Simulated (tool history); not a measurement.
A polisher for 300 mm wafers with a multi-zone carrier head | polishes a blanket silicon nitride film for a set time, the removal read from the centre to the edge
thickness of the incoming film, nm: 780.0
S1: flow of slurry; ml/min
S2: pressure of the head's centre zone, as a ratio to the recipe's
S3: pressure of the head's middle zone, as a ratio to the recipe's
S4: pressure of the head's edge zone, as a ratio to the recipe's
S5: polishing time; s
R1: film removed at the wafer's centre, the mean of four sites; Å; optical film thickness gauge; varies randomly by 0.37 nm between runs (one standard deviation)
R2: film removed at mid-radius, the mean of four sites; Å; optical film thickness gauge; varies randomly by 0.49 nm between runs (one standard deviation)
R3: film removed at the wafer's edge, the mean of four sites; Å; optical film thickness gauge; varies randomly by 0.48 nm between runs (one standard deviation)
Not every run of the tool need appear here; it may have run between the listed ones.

run,hour,S1,S2,S3,S4,S5,R1,R2,R3
1,0.0,290,1.00,1.00,1.00,36,856.56,856.23,876.57
2,8.2,290,1.06,1.00,1.00,36,916.71,864.27,865.24
3,13.7,290,1.06,1.00,0.92,36,912.81,870.60,812.60
4,21.5,290,1.06,0.95,0.92,36,912.60,830.17,825.52
5,26.6,290,1.06,0.95,0.92,45,1136.00,1024.10,1028.70
6,30.9,350,1.06,0.95,0.92,45,1155.10,1065.80,1058.50
7,35.4,325,1.02,0.95,0.88,36,882.26,840.75,824.49
8,37.7,300,1.00,0.96,0.86,30,715.80,706.63,671.26

Estimate the outcome of run 9 from the log above:
9,42.0,275,0.99,0.96,0.84,27,?,?,?

{"run 9": {"R1": 630.91, "R2": 630.56, "R3": 604.06}}
